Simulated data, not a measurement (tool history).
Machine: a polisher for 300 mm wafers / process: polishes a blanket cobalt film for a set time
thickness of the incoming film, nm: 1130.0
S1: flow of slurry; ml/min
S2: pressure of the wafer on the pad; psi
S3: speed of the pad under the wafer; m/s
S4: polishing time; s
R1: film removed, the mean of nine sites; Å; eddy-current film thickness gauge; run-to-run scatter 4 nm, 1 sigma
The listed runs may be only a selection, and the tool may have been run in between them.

{"run": 1, "hour": 0.0, "S1": 140, "S2": 2.1, "S3": 1.08, "S4": 101, "R1": 5142.2}
{"run": 2, "hour": 6.9, "S1": 140, "S2": 2, "S3": 1.08, "S4": 101, "R1": 4834.3}
{"run": 3, "hour": 8.6, "S1": 140, "S2": 2, "S3": 0.88, "S4": 101, "R1": 4195.6}
{"run": 4, "hour": 13.0, "S1": 140, "S2": 2, "S3": 0.88, "S4": 101, "R1": 4138.6}
{"run": 5, "hour": 17.7, "S1": 140, "S2": 2, "S3": 1, "S4": 101, "R1": 4756.9}
{"run": 6, "hour": 19.0, "S1": 165, "S2": 2, "S3": 1, "S4": 101, "R1": 4874.4}
{"run": 7, "hour": 23.1, "S1": 160, "S2": 1.9, "S3": 1, "S4": 101, "R1": 4527.4}
{"run": 8, "hour": 28.3, "S1": 155, "S2": 1.8, "S3": 1, "S4": 101, "R1": 4225.1}
{"run": 9, "hour": 30.2, "S1": 150, "S2": 1.7, "S3": 1, "S4": 101, "R1": 4047.1}

Run 10 is up next; what results do you expect?
{"run": 10, "hour": 35.8, "S1": 145, "S2": 1.6, "S3": 1, "S4": 101, "R1": "?"}

{"run 10": {"R1": 3804.3}}
